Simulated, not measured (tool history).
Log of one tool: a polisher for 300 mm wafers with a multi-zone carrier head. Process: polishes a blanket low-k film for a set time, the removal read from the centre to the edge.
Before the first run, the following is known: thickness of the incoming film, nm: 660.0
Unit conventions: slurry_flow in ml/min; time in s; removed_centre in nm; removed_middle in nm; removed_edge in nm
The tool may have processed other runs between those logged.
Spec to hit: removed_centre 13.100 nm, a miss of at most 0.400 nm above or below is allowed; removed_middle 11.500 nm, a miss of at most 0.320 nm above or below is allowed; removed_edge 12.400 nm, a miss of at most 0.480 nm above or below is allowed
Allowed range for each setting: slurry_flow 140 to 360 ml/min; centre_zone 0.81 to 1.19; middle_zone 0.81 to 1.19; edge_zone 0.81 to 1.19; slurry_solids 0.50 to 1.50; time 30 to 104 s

{"run": 1, "hour": 0.0, "slurry_flow": 230, "centre_zone": 1.0, "middle_zone": 1.0, "edge_zone": 1.0, "slurry_solids": 1.0, "time": 67, "removed_centre": 19.013, "removed_middle": 18.817, "removed_edge": 19.522}
{"run": 2, "hour": 7.1, "slurry_flow": 225, "centre_zone": 1.0, "middle_zone": 0.96, "edge_zone": 0.95, "slurry_solids": 0.85, "time": 64, "removed_centre": 16.557, "removed_middle": 16.126, "removed_edge": 16.707}
{"run": 3, "hour": 12.5, "slurry_flow": 220, "centre_zone": 1.01, "middle_zone": 0.92, "edge_zone": 0.91, "slurry_solids": 0.75, "time": 63, "removed_centre": 15.653, "removed_middle": 14.445, "removed_edge": 15.551}
{"run": 4, "hour": 16.9, "slurry_flow": 220, "centre_zone": 1.02, "middle_zone": 0.91, "edge_zone": 0.88, "slurry_solids": 0.65, "time": 61, "removed_centre": 14.222, "removed_middle": 12.865, "removed_edge": 13.912}
{"run": 5, "hour": 22.9, "slurry_flow": 215, "centre_zone": 1.02, "middle_zone": 0.9, "edge_zone": 0.86, "slurry_solids": 0.6, "time": 61, "removed_centre": 13.551, "removed_middle": 12.147, "removed_edge": 13.131}
{"run": 6, "hour": 29.2, "slurry_flow": 215, "centre_zone": 1.02, "middle_zone": 0.9, "edge_zone": 0.86, "slurry_solids": 0.75, "time": 61, "removed_centre": 15.235, "removed_middle": 13.829, "removed_edge": 14.642}
{"run": 7, "hour": 32.3, "slurry_flow": 210, "centre_zone": 1.02, "middle_zone": 0.89, "edge_zone": 0.85, "slurry_solids": 0.7, "time": 61, "removed_centre": 14.778, "removed_middle": 12.918, "removed_edge": 14.128}
{"run": 8, "hour": 41.2, "slurry_flow": 205, "centre_zone": 1.02, "middle_zone": 0.89, "edge_zone": 0.84, "slurry_solids": 0.65, "time": 61, "removed_centre": 14.149, "removed_middle": 12.487, "removed_edge": 13.882}
{"run": 9, "hour": 48.2, "slurry_flow": 220, "centre_zone": 1.02, "middle_zone": 0.88, "edge_zone": 0.84, "slurry_solids": 0.6, "time": 61, "removed_centre": 13.549, "removed_middle": 11.906, "removed_edge": 12.797}
{"run": 10, "hour": 55.3, "slurry_flow": 225, "centre_zone": 1.01, "middle_zone": 0.87, "edge_zone": 0.84, "slurry_solids": 0.6, "time": 61, "removed_centre": 13.75, "removed_middle": 11.925, "removed_edge": 12.945}
{"run": 11, "hour": 57.2, "slurry_flow": 230, "centre_zone": 1.0, "middle_zone": 0.86, "edge_zone": 0.83, "slurry_solids": 0.6, "time": 61, "removed_centre": 13.708, "removed_middle": 11.843, "removed_edge": 13.086}
{"run": 12, "hour": 63.3, "slurry_flow": 235, "centre_zone": 1.0, "middle_zone": 0.87, "edge_zone": 0.83, "slurry_solids": 0.6, "time": 61, "removed_centre": 13.468, "removed_middle": 12.224, "removed_edge": 13.064}
{"run": 13, "hour": 65.6, "slurry_flow": 235, "centre_zone": 1.01, "middle_zone": 0.87, "edge_zone": 0.83, "slurry_solids": 0.6, "time": 61, "removed_centre": 13.787, "removed_middle": 11.81, "removed_edge": 13.1}
{"run": 14, "hour": 71.1, "slurry_flow": 235, "centre_zone": 1.01, "middle_zone": 0.88, "edge_zone": 0.82, "slurry_solids": 0.6, "time": 61, "removed_centre": 13.536, "removed_middle": 12.223, "removed_edge": 12.904}

4 next moves are on the table. One of them brings every result within its allowed miss. Which?
{"run": "A", "hour": 76.6, "slurry_flow": 230, "centre_zone": 0.94, "middle_zone": 0.85, "edge_zone": 0.86, "slurry_solids": 0.6, "time": 64, "removed_centre": "?", "removed_middle": "?", "removed_edge": "?"}
{"run": "B", "hour": 76.6, "slurry_flow": 260, "centre_zone": 1.09, "middle_zone": 0.86, "edge_zone": 0.83, "slurry_solids": 0.5, "time": 64, "removed_centre": "?", "removed_middle": "?", "removed_edge": "?"}
{"run": "C", "hour": 76.6, "slurry_flow": 265, "centre_zone": 1.03, "middle_zone": 0.9, "edge_zone": 0.81, "slurry_solids": 0.6, "time": 60, "removed_centre": "?", "removed_middle": "?", "removed_edge": "?"}
{"run": "D", "hour": 76.6, "slurry_flow": 290, "centre_zone": 1.01, "middle_zone": 0.87, "edge_zone": 0.83, "slurry_solids": 0.55, "time": 60, "removed_centre": "?", "removed_middle": "?", "removed_edge": "?"}

move=A removed_centre=13.465 removed_middle=12.301 removed_edge=13.877
move=B removed_centre=14.313 removed_middle=11.352 removed_edge=12.519
move=C removed_centre=14.010 removed_middle=12.212 removed_edge=12.856
move=D removed_centre=13.207 removed_middle=11.412 removed_edge=12.435
A: lands further from the targets than the last run did
B: corrects the largest miss of the last run, while another result sits out of spec
C: as far off as the last run
D: hits every target within its allowed miss
The move that meets every target is D.
